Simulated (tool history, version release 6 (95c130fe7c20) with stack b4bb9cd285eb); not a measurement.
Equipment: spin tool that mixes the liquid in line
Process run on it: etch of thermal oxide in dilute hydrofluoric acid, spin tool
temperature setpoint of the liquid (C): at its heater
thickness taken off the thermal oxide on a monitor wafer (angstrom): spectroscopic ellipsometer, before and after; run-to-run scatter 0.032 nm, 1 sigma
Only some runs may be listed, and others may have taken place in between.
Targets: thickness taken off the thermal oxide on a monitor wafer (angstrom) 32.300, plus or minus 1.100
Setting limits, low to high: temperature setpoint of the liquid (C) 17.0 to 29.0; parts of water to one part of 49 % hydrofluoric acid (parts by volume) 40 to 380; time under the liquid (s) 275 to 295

run  hour  temperature setpoint of the liquid (C)  parts of water to one part of 49 % hydrofluoric acid (parts by volume)  time under the liquid (s)  thickness taken off the thermal oxide on a monitor wafer (angstrom)
  1   0.0                                    21.0                                                                     210                        275                                                               49.175
  2   1.7                                    21.0                                                                     210                        295                                                               53.661
  3   4.5                                    21.0                                                                     150                        295                                                               78.405
  4  13.1                                    20.5                                                                     170                        295                                                               67.227
  5  17.0                                    22.5                                                                     170                        295                                                               73.294
  6  24.5                                    20.5                                                                     170                        295                                                               67.233
  7  30.6                                    20.0                                                                     185                        295                                                               59.236
  8  34.9                                    19.5                                                                     200                        295                                                               53.838
  9  41.8                                    19.0                                                                     210                        295                                                               48.709
 10  44.9                                    18.5                                                                     220                        295                                                               45.658
     51.4  -- thermometer replaced
 11  51.4                                    18.5                                                                     230                        295                                                               40.663

Consider the 5 candidate settings below. Which is the only one whose results all fall within their allowed miss of target?
  A  57.9                                    18.0                                                                     245                        280                                                                    ?
  B  57.9                                    18.5                                                                     245                        275                                                                    ?
  C  57.9                                    21.0                                                                     290                        285                                                                    ?
  D  57.9                                    18.5                                                                     195                        295                                                                    ?
  E  57.9                                    18.0                                                                     240                        275                                                                    ?

move  thickness taken off the thermal oxide on a monitor wafer (angstrom)
   A                                                               34.986
   B                                                               35.028
   C                                                               32.308
   D                                                               49.455
   E                                                               35.235
A: better than the last run, though not everything is in spec
B: better than the last run, though not everything is in spec
C: all results land within tolerance of their targets
D: further off than the last run
E: better than the last run, though not everything is in spec
Answer: C

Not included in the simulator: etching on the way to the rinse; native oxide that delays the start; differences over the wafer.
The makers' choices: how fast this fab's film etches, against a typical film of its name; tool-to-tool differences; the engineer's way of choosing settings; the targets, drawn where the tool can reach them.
